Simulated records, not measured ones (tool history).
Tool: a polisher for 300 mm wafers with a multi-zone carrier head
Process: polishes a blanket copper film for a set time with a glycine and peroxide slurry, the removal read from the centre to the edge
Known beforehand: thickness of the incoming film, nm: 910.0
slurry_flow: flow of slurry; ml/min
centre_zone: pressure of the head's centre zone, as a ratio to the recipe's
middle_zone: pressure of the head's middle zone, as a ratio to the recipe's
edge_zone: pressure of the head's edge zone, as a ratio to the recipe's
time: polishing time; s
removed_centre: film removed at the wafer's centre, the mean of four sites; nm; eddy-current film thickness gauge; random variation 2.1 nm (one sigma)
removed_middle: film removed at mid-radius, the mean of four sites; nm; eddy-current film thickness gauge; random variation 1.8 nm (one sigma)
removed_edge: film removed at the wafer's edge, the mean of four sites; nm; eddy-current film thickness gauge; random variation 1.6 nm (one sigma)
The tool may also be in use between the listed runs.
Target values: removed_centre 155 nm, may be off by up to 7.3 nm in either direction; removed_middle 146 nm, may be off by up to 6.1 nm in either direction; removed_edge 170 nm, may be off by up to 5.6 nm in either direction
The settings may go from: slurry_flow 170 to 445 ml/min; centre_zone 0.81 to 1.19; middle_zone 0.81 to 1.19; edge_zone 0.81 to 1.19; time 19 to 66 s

| run | hour | slurry_flow | centre_zone | middle_zone | edge_zone | time | removed_centre | removed_middle | removed_edge |
|---|---|---|---|---|---|---|---|---|---|
| 1 | 0 | 285 | 1 | 1 | 1 | 42 | 262.9 | 240.73 | 245.01 |
| 2 | 4.3 | 275 | 0.95 | 0.95 | 0.99 | 37 | 220.23 | 206.4 | 217.25 |
| 3 | 5.1 | 265 | 0.92 | 0.91 | 0.99 | 33 | 192.76 | 172.93 | 194.35 |
| 4 | 5.8 | 265 | 0.92 | 0.86 | 0.99 | 33 | 193.37 | 167.37 | 193.68 |
| 5 | 10 | 265 | 0.92 | 0.86 | 0.93 | 33 | 193.92 | 164.94 | 186 |
| 6 | 15.9 | 265 | 0.92 | 0.86 | 0.93 | 27 | 156.24 | 135.72 | 150.73 |
| 7 | 17.4 | 265 | 0.9 | 0.87 | 0.96 | 27 | 153.64 | 136.04 | 152.95 |
| 8 | 25.1 | 265 | 0.89 | 0.88 | 1 | 27 | 150 | 141.45 | 157.62 |
| 9 | 31.6 | 265 | 0.89 | 0.88 | 1.03 | 27 | 151.24 | 142 | 155.59 |

4 candidate next runs follow, results not yet known. Just one meets every target within its allowed miss. Identify it.
| A | 38.1 | 255 | 0.91 | 0.96 | 1.05 | 27 | ? | ? | ? |
| B | 38.1 | 315 | 1.03 | 1.12 | 1.19 | 24 | ? | ? | ? |
| C | 38.1 | 215 | 0.84 | 0.85 | 0.98 | 30 | ? | ? | ? |
| D | 38.1 | 325 | 0.92 | 0.85 | 1.19 | 26 | ? | ? | ? |

| move | removed_centre | removed_middle | removed_edge |
|---|---|---|---|
| A | 154.39 | 147.85 | 159.71 |
| B | 158.27 | 153.28 | 153.74 |
| C | 154.99 | 145.02 | 168.77 |
| D | 154.62 | 132.16 | 167.55 |
A: moves toward the targets from the last run without getting all of them in spec
B: further off than the last run
C: meets every target
D: corrects the largest miss of the last run, while another result sits out of spec
Go with C: it meets all targets.
